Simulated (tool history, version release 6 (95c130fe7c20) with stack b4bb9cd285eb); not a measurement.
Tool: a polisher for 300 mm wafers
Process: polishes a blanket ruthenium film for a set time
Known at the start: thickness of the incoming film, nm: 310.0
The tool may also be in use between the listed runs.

run	hour	flow of slurry (ml/min)	pressure of the wafer on the pad (kPa)	speed of the pad under the wafer (cm/s)	polishing time (s)	film removed (angstrom)
1	0	210	11.7	80	89	672.3
2	5.8	215	13.1	80	89	740.41
3	9.7	215	14.5	82	89	830.22
4	16	215	14.5	82	93	859.31
5	18.6	260	14.5	82	93	868.35
6	20	295	14.5	82	93	898.44
7	24	310	17.9	82	93	1050.8

The next listed run, before its measurement:
8	24.9	310	17.9	84	93	?

film removed (angstrom): 1111.5
